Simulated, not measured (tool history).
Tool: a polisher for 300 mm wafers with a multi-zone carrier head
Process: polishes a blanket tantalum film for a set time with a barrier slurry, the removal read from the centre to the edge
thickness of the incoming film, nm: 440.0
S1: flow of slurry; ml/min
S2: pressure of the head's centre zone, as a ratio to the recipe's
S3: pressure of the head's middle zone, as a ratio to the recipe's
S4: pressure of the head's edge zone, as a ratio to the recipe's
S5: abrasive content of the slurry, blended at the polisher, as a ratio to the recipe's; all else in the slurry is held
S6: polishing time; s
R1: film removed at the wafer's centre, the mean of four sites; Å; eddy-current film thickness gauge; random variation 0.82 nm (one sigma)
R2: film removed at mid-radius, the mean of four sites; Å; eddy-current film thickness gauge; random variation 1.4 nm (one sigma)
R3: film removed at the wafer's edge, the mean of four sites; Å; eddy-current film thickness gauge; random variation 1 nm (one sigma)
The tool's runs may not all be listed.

run 1 day=0.000 | S1=285 S2=1.00 S3=1.00 S4=1.00 S5=1.00 S6=72 | R1=1364.8 R2=1371.6 R3=1366.1
run 2 day=0.342 | S1=275 S2=1.01 S3=0.96 S4=1.00 S5=0.90 S6=72 | R1=1348.0 R2=1275.8 R3=1352.8
run 3 day=0.392 | S1=275 S2=1.01 S3=0.90 S4=1.00 S5=0.90 S6=72 | R1=1350.4 R2=1170.9 R3=1352.8
run 4 day=0.562 | S1=275 S2=1.00 S3=0.88 S4=0.97 S5=0.85 S6=72 | R1=1314.2 R2=1174.4 R3=1286.1
run 5 day=0.775 | S1=275 S2=0.94 S3=0.88 S4=0.97 S5=0.85 S6=72 | R1=1237.5 R2=1170.9 R3=1301.1
run 6 day=0.833 | S1=265 S2=0.96 S3=0.86 S4=0.97 S5=0.80 S6=72 | R1=1237.5 R2=1122.2 R3=1280.4
run 7 day=1.054 | S1=255 S2=0.97 S3=0.85 S4=0.97 S5=0.75 S6=72 | R1=1207.8 R2=1063.7 R3=1256.6

Run 8 comes next. What will it give?
run 8 day=1.150 | S1=250 S2=0.98 S3=0.84 S4=0.96 S5=0.75 S6=72 | R1=? R2=? R3=?

Run 8 gave R1 1224.9 Å, R2 1055.5 Å, R3 1247.0 Å.
